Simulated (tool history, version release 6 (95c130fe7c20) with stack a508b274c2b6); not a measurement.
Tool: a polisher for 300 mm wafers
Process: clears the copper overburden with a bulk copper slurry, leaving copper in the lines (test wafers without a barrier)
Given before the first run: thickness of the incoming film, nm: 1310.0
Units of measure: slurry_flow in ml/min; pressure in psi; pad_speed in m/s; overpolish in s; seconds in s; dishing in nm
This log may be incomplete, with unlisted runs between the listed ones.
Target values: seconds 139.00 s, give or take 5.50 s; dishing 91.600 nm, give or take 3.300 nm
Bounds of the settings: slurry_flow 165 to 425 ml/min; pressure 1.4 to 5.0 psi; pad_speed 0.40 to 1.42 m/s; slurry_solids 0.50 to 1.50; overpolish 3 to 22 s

run	hour	slurry_flow	pressure	pad_speed	slurry_solids	overpolish	seconds	dishing
1	0.0	275	3.2	0.90	1.00	11	159.03	59.767
2	4.9	235	3.2	0.90	1.00	11	161.70	60.074
3	9.8	235	3.2	1.10	1.00	11	131.47	68.994
4	14.8	235	3.2	1.10	1.10	11	129.17	71.328
5	18.7	235	3.2	1.10	1.10	6	131.44	42.907
6	22.2	240	3.2	1.08	1.10	8	129.59	54.855
7	24.2	240	3.1	1.06	1.15	9	136.76	58.202
8	31.2	240	3.1	1.06	1.20	10	134.10	64.016
9	34.6	235	3.0	1.04	1.25	16	139.85	86.721
10	38.1	235	3.0	1.04	1.20	16	139.57	87.398
11	46.8	235	3.0	1.04	1.20	16	138.13	87.338

Pick the move, out of 4, that brings all results within their allowed miss; only one does.
A	55.5	250	3.6	0.88	1.40	14	?	?
B	55.5	235	3.3	0.98	1.20	14	?	?
C	55.5	250	4.5	0.70	1.20	13	?	?
D	55.5	220	2.9	1.12	1.15	17	?	?

move	seconds	dishing
A	134.27	85.374
B	137.69	83.039
C	139.83	79.596
D	139.68	93.211
A: misses by more than the last run did
B: misses by more than the last run did
C: misses by more than the last run did
D: all results land within tolerance of their targets
Answer: D

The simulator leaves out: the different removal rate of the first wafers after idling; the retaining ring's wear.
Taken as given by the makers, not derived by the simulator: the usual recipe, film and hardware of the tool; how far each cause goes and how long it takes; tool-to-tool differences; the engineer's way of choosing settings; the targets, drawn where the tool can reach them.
